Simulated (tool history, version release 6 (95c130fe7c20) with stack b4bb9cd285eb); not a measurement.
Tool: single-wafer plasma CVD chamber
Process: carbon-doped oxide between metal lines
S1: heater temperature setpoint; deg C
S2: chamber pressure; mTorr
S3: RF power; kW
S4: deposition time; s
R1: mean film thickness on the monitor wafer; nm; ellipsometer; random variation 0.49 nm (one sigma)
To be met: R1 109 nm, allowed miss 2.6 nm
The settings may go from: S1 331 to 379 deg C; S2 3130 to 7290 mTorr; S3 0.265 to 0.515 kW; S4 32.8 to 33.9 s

run  hour   S1    S2     S3    S4      R1
  1     0  355  5210   0.39  32.8  138.87
  2     2  355  4310   0.39  32.8  133.54
  3   2.8  355  4310   0.42  32.8  144.12
  4   5.3  348  4310   0.42  32.8  147.48
  5   8.7  348  4310  0.385  32.8  135.88
  6  11.8  350  4100  0.375  32.8  129.61
  7    13  352  3930   0.37  32.8  127.53
     21.6  -- thermocouple changed; heater temperature recalibrated
  8  21.6  354  3790  0.365  32.8  121.45
  9  27.3  356  3690  0.365  32.8  120.82
 10  30.5  358  3590  0.365  32.8  118.94
 11  31.4  360  3510  0.365  32.8  118.35
 12    35  362  3440  0.365  32.8  118.08
 13  37.6  363  3390   0.36  32.8  116.07
 14  42.2  363  3390   0.36  32.8  114.78
 15    50  364  3340   0.36  32.8  114.49
 16  56.6  365  3300   0.36  32.8  115.86
 17  61.8  365  3270  0.355  32.8  113.08
 18  62.9  366  3250  0.355  32.8  112.49

4 next moves are on the table. One of them brings every result within its allowed miss. Which?
  A    64  367  3720   0.34  32.8   ?
  B    64  361  3140  0.315    33   ?
  C    64  379  3130   0.34  32.8   ?
  D    64  377  4380  0.325  32.8   ?

move      R1
   A  109.52
   B  101.12
   C  104.59
   D  104.45
A: meets every target
B: takes the result that was furthest off past its target
C: takes the result that was furthest off past its target
D: takes the result that was furthest off past its target
The right move is A.
